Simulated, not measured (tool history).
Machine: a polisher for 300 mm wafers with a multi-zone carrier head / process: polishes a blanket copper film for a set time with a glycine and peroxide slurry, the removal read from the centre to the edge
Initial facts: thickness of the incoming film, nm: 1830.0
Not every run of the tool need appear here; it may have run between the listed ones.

run  hour  flow of slurry (ml/min)  pressure of the head's centre zone  pressure of the head's middle zone  pressure of the head's edge zone  polishing time (s)  film removed at the wafer's centre (Å)  film removed at mid-radius (Å)  film removed at the wafer's edge (Å)
  1   0.0                      295                                1.00                                1.00                              1.00                  34                                  1432.5                          1411.7                                1426.9
  2   4.1                      295                                1.00                                1.00                              1.00                  27                                  1140.9                          1137.2                                1140.0
  3   9.8                      295                                1.00                                1.00                              1.07                  27                                  1159.8                          1158.2                                1168.3
  4  15.3                      295                                1.00                                1.00                              1.03                  27                                  1151.4                          1137.2                                1149.1
  5  16.4                      315                                1.06                                1.01                              1.06                  32                                  1488.5                          1351.4                                1402.5
     17.0  -- edge zone pressure recalibrated
  6  17.0                      315                                1.06                                1.01                              1.09                  32                                  1424.0                          1328.3                                1376.7

Forecast run 7:
  7  20.5                      315                                1.06                                1.01                              1.09                  32                                       ?                               ?                                     ?

Logged for run 7: film removed at the wafer's centre (Å) 1423.0, film removed at mid-radius (Å) 1376.7, film removed at the wafer's edge (Å) 1362.5.
